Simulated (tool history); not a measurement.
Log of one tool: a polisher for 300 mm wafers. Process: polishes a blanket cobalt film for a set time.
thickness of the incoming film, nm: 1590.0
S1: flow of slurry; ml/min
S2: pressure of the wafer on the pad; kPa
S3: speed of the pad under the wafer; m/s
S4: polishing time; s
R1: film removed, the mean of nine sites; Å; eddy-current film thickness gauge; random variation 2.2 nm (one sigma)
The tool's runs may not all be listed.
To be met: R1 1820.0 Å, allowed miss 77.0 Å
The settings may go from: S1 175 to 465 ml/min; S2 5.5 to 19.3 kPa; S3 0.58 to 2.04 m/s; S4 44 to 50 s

run 1 hour=0.0 | S1=295 S2=12.4 S3=1.30 S4=50 | R1=2772.0
run 2 hour=1.1 | S1=295 S2=12.4 S3=1.30 S4=44 | R1=2355.0
run 3 hour=7.7 | S1=295 S2=11.7 S3=1.30 S4=44 | R1=2293.3
run 4 hour=10.8 | S1=365 S2=11.7 S3=1.30 S4=44 | R1=2315.2
run 5 hour=15.3 | S1=425 S2=11.7 S3=1.30 S4=44 | R1=2385.4
run 6 hour=16.3 | S1=425 S2=11.7 S3=1.30 S4=44 | R1=2338.6
run 7 hour=19.5 | S1=425 S2=11.0 S3=1.30 S4=44 | R1=2235.9
-- hour=27.9 head pressure recalibrated
run 8 hour=27.9 | S1=425 S2=10.3 S3=1.30 S4=44 | R1=2312.7
run 9 hour=31.7 | S1=425 S2=9.7 S3=1.24 S4=44 | R1=2039.3
run 10 hour=38.6 | S1=425 S2=9.0 S3=1.24 S4=44 | R1=1877.7

5 next moves are on the table. One of them brings every result within its allowed miss. Which?
run A hour=45.5 | S1=445 S2=9.7 S3=1.12 S4=49 | R1=?
run B hour=45.5 | S1=405 S2=10.3 S3=1.16 S4=44 | R1=?
run C hour=45.5 | S1=425 S2=9.7 S3=1.20 S4=44 | R1=?
run D hour=45.5 | S1=355 S2=10.3 S3=1.04 S4=48 | R1=?
run E hour=45.5 | S1=390 S2=8.3 S3=1.30 S4=44 | R1=?

move=A R1=2059.4
move=B R1=2031.8
move=C R1=1970.9
move=D R1=1975.3
move=E R1=1826.3
A: further off than the last run
B: further off than the last run
C: further off than the last run
D: further off than the last run
E: meets every target
The right move is E.
